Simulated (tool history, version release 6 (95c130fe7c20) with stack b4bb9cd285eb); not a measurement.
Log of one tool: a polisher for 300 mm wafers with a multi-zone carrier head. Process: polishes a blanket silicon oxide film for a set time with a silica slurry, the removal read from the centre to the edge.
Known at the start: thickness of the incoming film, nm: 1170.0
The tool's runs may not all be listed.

run	hour	flow of slurry (ml/min)	pressure of the head's centre zone	pressure of the head's middle zone	pressure of the head's edge zone	abrasive content of the slurry	polishing time (s)	film removed at the wafer's centre (angstrom)	film removed at mid-radius (angstrom)	film removed at the wafer's edge (angstrom)
1	0.0	215	1.00	1.00	1.00	1.00	52	1469.4	1508.0	1543.7
2	5.6	215	1.00	1.00	0.96	1.00	52	1497.6	1474.9	1533.4
3	10.5	215	1.00	1.00	0.95	0.90	52	1428.9	1454.0	1426.2
4	17.6	215	1.00	1.00	0.98	0.90	52	1424.8	1450.4	1447.6
5	22.5	210	0.99	0.98	0.98	0.85	52	1350.6	1381.1	1438.2
6	23.9	210	0.99	0.97	0.97	0.80	52	1321.8	1353.4	1417.1
7	31.1	210	1.00	0.97	0.96	0.75	52	1326.6	1280.9	1320.5
8	38.2	205	0.99	0.97	0.95	0.70	52	1220.8	1247.4	1293.5
9	41.6	200	0.99	0.97	0.94	0.70	52	1218.4	1252.6	1291.0
10	44.6	195	0.99	0.97	0.93	0.70	52	1264.8	1225.0	1256.7
11	48.4	190	0.98	0.97	0.92	0.70	52	1239.5	1234.2	1271.1
12	56.4	190	0.98	0.97	0.92	0.70	52	1205.9	1255.3	1275.3
13	57.6	190	0.98	0.96	0.91	0.70	52	1236.0	1242.0	1239.5
14	65.8	170	0.93	0.90	0.89	0.60	52	1057.4	1075.1	1136.8

Forecast run 15:
15	67.5	175	0.94	0.90	0.89	0.60	52	?	?	?

Run 15 gave film removed at the wafer's centre (angstrom) 1064.3, film removed at mid-radius (angstrom) 1065.9, film removed at the wafer's edge (angstrom) 1143.0.
